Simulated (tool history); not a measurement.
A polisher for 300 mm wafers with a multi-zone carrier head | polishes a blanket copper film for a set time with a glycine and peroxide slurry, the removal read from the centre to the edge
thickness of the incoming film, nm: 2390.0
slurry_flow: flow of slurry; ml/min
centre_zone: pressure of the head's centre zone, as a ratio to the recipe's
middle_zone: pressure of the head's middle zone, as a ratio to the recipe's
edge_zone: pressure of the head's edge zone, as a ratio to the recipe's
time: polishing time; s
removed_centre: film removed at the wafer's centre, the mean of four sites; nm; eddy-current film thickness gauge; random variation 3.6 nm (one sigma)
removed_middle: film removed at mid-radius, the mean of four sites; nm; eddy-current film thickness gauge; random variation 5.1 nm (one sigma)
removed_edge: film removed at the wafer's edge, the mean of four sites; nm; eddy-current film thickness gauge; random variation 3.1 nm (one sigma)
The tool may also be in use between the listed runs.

| run | day | slurry_flow | centre_zone | middle_zone | edge_zone | time | removed_centre | removed_middle | removed_edge |
|---|---|---|---|---|---|---|---|---|---|
| 1 | 0.000 | 245 | 1.00 | 1.00 | 1.00 | 82 | 643.67 | 652.77 | 597.89 |
| 2 | 0.188 | 230 | 0.97 | 0.95 | 0.98 | 77 | 586.16 | 555.48 | 547.39 |
| 3 | 0.362 | 220 | 0.93 | 0.94 | 0.95 | 75 | 547.91 | 552.94 | 536.50 |
| 4 | 0.696 | 215 | 0.92 | 0.91 | 0.93 | 72 | 525.38 | 512.84 | 502.55 |
|  | 1.012 | edge zone pressure recalibrated |
| 5 | 1.012 | 215 | 0.92 | 0.91 | 0.93 | 92 | 670.95 | 650.23 | 665.54 |
| 6 | 1.279 | 210 | 0.90 | 0.89 | 0.91 | 85 | 607.78 | 594.52 | 612.21 |

Run 7 comes next. What will it give?
| 7 | 1.646 | 205 | 0.89 | 0.88 | 0.90 | 79 | ? | ? | ? |

Run 7 gave removed_centre 556.79 nm, removed_middle 527.97 nm, removed_edge 555.98 nm.
